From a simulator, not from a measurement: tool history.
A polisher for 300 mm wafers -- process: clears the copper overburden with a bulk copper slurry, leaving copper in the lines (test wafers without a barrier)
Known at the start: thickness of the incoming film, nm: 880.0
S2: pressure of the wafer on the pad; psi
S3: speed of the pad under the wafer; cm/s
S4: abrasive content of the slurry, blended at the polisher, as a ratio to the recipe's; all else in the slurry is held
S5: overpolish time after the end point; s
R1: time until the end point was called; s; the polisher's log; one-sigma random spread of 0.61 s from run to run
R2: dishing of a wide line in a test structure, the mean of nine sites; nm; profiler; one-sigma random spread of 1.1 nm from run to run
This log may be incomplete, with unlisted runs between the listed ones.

{"run": 1, "day": 0.0, "flow of slurry (ml/min)": 310, "S2": 3.2, "S3": 126, "S4": 1.0, "S5": 28, "R1": 58.909, "R2": 106.68}
{"run": 2, "day": 0.108, "flow of slurry (ml/min)": 345, "S2": 2.9, "S3": 140, "S4": 1.1, "S5": 24, "R1": 53.283, "R2": 103.72}
{"run": 3, "day": 0.267, "flow of slurry (ml/min)": 345, "S2": 2.9, "S3": 140, "S4": 1.1, "S5": 30, "R1": 55.548, "R2": 107.1}
{"run": 4, "day": 0.612, "flow of slurry (ml/min)": 410, "S2": 2.9, "S3": 140, "S4": 1.1, "S5": 30, "R1": 55.4, "R2": 109.56}
{"run": 5, "day": 0.854, "flow of slurry (ml/min)": 410, "S2": 2.9, "S3": 140, "S4": 1.2, "S5": 30, "R1": 52.643, "R2": 110.35}
{"run": 6, "day": 1.083, "flow of slurry (ml/min)": 365, "S2": 2.6, "S3": 152, "S4": 1.25, "S5": 25, "R1": 50.359, "R2": 105.13}
{"run": 7, "day": 1.162, "flow of slurry (ml/min)": 330, "S2": 2.4, "S3": 162, "S4": 1.3, "S5": 21, "R1": 50.788, "R2": 103.97}
{"run": 8, "day": 1.425, "flow of slurry (ml/min)": 360, "S2": 2.4, "S3": 170, "S4": 1.15, "S5": 18, "R1": 49.48, "R2": 97.764}
{"run": 9, "day": 1.767, "flow of slurry (ml/min)": 360, "S2": 2.4, "S3": 170, "S4": 1.15, "S5": 18, "R1": 51.465, "R2": 98.071}
{"run": 10, "day": 1.933, "flow of slurry (ml/min)": 385, "S2": 2.6, "S3": 176, "S4": 1.0, "S5": 16, "R1": 48.861, "R2": 95.453}

What will run 11 give?
{"run": 11, "day": 2.067, "flow of slurry (ml/min)": 405, "S2": 2.7, "S3": 180, "S4": 0.9, "S5": 14, "R1": "?", "R2": "?"}

R1: 48.215 s
R2: 92.637 nm

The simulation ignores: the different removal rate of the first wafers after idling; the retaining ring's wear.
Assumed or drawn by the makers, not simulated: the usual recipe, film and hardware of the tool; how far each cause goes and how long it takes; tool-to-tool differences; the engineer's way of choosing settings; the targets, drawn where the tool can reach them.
